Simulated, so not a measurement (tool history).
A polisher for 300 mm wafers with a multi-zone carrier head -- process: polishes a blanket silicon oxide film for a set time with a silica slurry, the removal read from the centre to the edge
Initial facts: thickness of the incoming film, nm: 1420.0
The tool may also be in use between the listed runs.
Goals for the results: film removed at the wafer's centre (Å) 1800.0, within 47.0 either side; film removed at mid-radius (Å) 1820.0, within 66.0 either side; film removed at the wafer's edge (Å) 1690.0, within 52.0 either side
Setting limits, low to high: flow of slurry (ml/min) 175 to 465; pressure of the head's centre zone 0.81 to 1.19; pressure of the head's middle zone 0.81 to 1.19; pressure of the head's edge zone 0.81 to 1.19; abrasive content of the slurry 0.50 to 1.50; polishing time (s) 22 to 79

| run | hour | flow of slurry (ml/min) | pressure of the head's centre zone | pressure of the head's middle zone | pressure of the head's edge zone | abrasive content of the slurry | polishing time (s) | film removed at the wafer's centre (Å) | film removed at mid-radius (Å) | film removed at the wafer's edge (Å) |
|---|---|---|---|---|---|---|---|---|---|---|
| 1 | 0.0 | 295 | 1.00 | 1.00 | 1.00 | 1.00 | 50 | 1198.5 | 1142.1 | 1199.7 |
| 2 | 3.2 | 295 | 1.00 | 0.96 | 1.00 | 1.00 | 50 | 1202.9 | 1115.7 | 1212.1 |
| 3 | 6.3 | 305 | 1.01 | 1.00 | 1.01 | 1.10 | 51 | 1313.3 | 1269.5 | 1295.0 |
| 4 | 9.6 | 305 | 1.01 | 1.00 | 1.01 | 1.10 | 62 | 1599.7 | 1524.1 | 1553.2 |
| 5 | 12.0 | 305 | 1.01 | 1.00 | 1.01 | 1.00 | 62 | 1516.2 | 1459.2 | 1477.1 |
| 6 | 14.9 | 305 | 1.01 | 0.96 | 1.01 | 1.00 | 62 | 1490.6 | 1385.8 | 1473.7 |
| 7 | 17.1 | 310 | 1.02 | 0.99 | 1.04 | 1.05 | 62 | 1545.1 | 1479.5 | 1569.6 |
| 8 | 19.0 | 320 | 1.04 | 1.02 | 1.05 | 1.05 | 62 | 1607.8 | 1506.5 | 1571.2 |
| 9 | 23.4 | 325 | 1.05 | 1.05 | 1.06 | 1.05 | 62 | 1605.9 | 1556.8 | 1589.5 |
| 10 | 28.2 | 330 | 1.06 | 1.08 | 1.06 | 1.05 | 62 | 1653.0 | 1626.4 | 1570.1 |
| 11 | 29.9 | 340 | 1.07 | 1.09 | 1.07 | 1.05 | 62 | 1645.7 | 1602.3 | 1590.1 |
| 12 | 32.0 | 330 | 1.10 | 1.18 | 1.04 | 1.25 | 62 | 1859.8 | 1869.6 | 1703.8 |
| 13 | 38.1 | 325 | 1.10 | 1.18 | 1.04 | 1.25 | 62 | 1889.5 | 1913.4 | 1718.6 |

Exactly one of the 4 candidate moves below puts every result within its allowed miss. Which one?
| A | 44.2 | 305 | 1.09 | 1.09 | 1.08 | 1.50 | 56 | ? | ? | ? |
| B | 44.2 | 365 | 1.10 | 1.12 | 1.10 | 1.25 | 62 | ? | ? | ? |
| C | 44.2 | 325 | 1.10 | 1.17 | 1.09 | 1.05 | 66 | ? | ? | ? |
| D | 44.2 | 305 | 1.03 | 1.06 | 1.09 | 1.45 | 56 | ? | ? | ? |

| move | film removed at the wafer's centre (Å) | film removed at mid-radius (Å) | film removed at the wafer's edge (Å) |
|---|---|---|---|
| A | 1781.4 | 1699.1 | 1698.0 |
| B | 1870.0 | 1805.6 | 1772.6 |
| C | 1801.3 | 1807.1 | 1703.2 |
| D | 1659.5 | 1637.1 | 1683.5 |
A: the worst result of the last run now meets its target, but another is out of spec
B: closes in on the targets versus the last run, not all within tolerance yet
C: in spec on every target
D: carries the result that was furthest off beyond its target, to the other side
So the answer is move C, the one that meets all the targets.

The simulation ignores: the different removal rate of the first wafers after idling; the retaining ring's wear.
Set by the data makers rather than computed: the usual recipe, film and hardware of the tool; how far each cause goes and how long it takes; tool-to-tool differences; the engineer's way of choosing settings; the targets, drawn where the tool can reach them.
